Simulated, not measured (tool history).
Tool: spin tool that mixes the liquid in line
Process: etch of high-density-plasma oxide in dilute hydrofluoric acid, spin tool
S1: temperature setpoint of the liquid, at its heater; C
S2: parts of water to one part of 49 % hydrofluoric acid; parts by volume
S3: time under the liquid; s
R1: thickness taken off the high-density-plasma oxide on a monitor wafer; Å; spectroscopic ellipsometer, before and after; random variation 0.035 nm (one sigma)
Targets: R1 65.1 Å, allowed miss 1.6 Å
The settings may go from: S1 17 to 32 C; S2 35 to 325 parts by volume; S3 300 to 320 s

run  hour    S1   S2   S3      R1
  1     0    24  180  300  85.954
  2   3.1    26  180  300  93.301
  3   7.6    26  210  300  77.435
  4  15.1  25.5  210  300  75.729
  5  21.2    28  210  300  81.922
  6  28.5    28  210  320  87.844
  7  32.8  26.5  210  320  84.388
  8  39.2  25.5  210  320  80.772
  9  47.3  24.5  210  320  77.889
 10  51.8    24  210  320  76.391
 11  54.3  23.5  210  320  74.912
 12  58.8    23  210  320  73.913

5 next moves are on the table. One of them brings every result within its allowed miss. Which?
  A  63.3    24  240  320   ?
  B  63.3  21.5  205  305   ?
  C  63.3  19.5  185  300   ?
  D  63.3  22.5  205  300   ?
  E  63.3  22.5  240  320   ?

move      R1
   A  64.603
   B  68.117
   C  70.125
   D  69.573
   E  61.176
A: meets every target
B: nearer than the last run, and not there yet
C: nearer than the last run, and not there yet
D: nearer than the last run, and not there yet
E: takes the result that was furthest off past its target
Move A is the one to make.

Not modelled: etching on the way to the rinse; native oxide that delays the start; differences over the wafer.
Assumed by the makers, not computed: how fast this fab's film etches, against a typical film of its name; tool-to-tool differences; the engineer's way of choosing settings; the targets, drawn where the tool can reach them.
